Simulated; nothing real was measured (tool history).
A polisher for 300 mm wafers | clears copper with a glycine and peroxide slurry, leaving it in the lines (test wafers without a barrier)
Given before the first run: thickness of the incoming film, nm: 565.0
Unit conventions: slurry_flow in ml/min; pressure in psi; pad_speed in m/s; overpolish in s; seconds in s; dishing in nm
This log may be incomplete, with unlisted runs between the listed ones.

run    day  slurry_flow  pressure  pad_speed  overpolish  seconds  dishing
  1      0          205       2.1       1.24          10   127.72   18.994
  2  0.083          205       2.1          1          10   147.25   18.134
  3  0.442          205       2.1       1.26          10   125.56   19.322
  4  0.617          205       2.1       1.26           7   124.77   15.531
  5  0.733          160       2.1       1.26           7   127.25   15.659
  6  0.946          150       1.8        1.1           6   153.66   12.483
  7  0.992          145       1.6       0.96           5   186.83   9.5912
  8  1.246          125         1       0.66           3   298.97   3.9705
  9  1.308          125         1        0.7           3    296.5   4.1438

Run 10 comes next. What will it give?
 10  1.462          125         1       0.74           3        ?        ?

seconds: 292.07 s
dishing: 4.3906 nm

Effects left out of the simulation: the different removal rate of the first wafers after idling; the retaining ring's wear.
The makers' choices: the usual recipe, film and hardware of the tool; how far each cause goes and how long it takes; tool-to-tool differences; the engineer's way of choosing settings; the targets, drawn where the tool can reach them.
